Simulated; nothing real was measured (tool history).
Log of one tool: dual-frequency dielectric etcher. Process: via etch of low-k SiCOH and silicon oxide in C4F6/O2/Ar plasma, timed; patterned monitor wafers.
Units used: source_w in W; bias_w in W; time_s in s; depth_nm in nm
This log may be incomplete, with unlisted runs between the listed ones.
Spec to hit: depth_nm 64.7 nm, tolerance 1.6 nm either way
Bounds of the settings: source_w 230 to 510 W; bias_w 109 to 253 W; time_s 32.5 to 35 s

run 1 hour=0 | source_w=370 bias_w=181 time_s=35 | depth_nm=75.659
run 2 hour=1.3 | source_w=370 bias_w=181 time_s=35 | depth_nm=75.285
run 3 hour=8.1 | source_w=340 bias_w=176 time_s=35 | depth_nm=73.481
run 4 hour=10.2 | source_w=380 bias_w=176 time_s=35 | depth_nm=76.044
run 5 hour=17 | source_w=380 bias_w=154 time_s=35 | depth_nm=73.195
run 6 hour=20.9 | source_w=380 bias_w=171 time_s=35 | depth_nm=75.888
run 7 hour=27.2 | source_w=350 bias_w=166 time_s=35 | depth_nm=73.256
run 8 hour=35.7 | source_w=350 bias_w=166 time_s=35 | depth_nm=73.615
run 9 hour=36.2 | source_w=340 bias_w=156 time_s=34.5 | depth_nm=70.966
run 10 hour=42.5 | source_w=320 bias_w=150 time_s=34.5 | depth_nm=68.949
run 11 hour=48 | source_w=310 bias_w=147 time_s=34.5 | depth_nm=67.288
run 12 hour=54.1 | source_w=300 bias_w=146 time_s=34.5 | depth_nm=66.941
run 13 hour=58.6 | source_w=290 bias_w=145 time_s=34.5 | depth_nm=67.069

Which single option among these 4 for the next run brings every result within its allowed miss of target? Just one does.
run A hour=63.1 | source_w=370 bias_w=146 time_s=33 | depth_nm=?
run B hour=63.1 | source_w=310 bias_w=154 time_s=34 | depth_nm=?
run C hour=63.1 | source_w=310 bias_w=151 time_s=32.5 | depth_nm=?
run D hour=63.1 | source_w=370 bias_w=146 time_s=32.5 | depth_nm=?

move=A depth_nm=68.723
move=B depth_nm=68.091
move=C depth_nm=64.842
move=D depth_nm=67.681
A: lands further from the targets than the last run did
B: lands further from the targets than the last run did
C: all results land within tolerance of their targets
D: lands further from the targets than the last run did
The right move is C.
